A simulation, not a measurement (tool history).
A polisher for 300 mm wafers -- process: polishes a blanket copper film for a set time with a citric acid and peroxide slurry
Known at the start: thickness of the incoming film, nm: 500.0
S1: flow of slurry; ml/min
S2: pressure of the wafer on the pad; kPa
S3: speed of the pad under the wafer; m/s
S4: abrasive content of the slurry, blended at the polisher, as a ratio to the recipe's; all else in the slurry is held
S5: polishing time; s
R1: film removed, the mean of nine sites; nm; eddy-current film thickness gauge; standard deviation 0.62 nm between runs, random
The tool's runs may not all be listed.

run  hour   S1    S2    S3   S4  S5      R1
  1   0.0  205  17.2  0.86  1.0  47  66.402
  2   5.0  205  17.2  0.76  1.0  47  59.135
  3   6.4  175  17.2  0.76  1.0  47  57.600
  4  13.6  180  17.9  0.76  1.0  47  60.039
  5  22.0  180  17.9  0.68  1.0  47  53.431
  6  25.1  180  20.0  0.68  1.0  47  60.127
  7  26.7  185  20.7  0.68  1.0  47  61.637
  8  28.5  190  21.4  0.68  1.0  47  65.271
  9  35.2  195  21.4  0.68  1.0  47  64.688
 10  36.9  195  21.4  0.68  1.0  47  64.419
 11  42.6  195  22.1  0.68  1.0  47  66.214

For run 12, what comes out?
 12  49.0  200  24.1  0.68  1.0  47   ?

For run 12 the tool returned R1 72.970 nm.
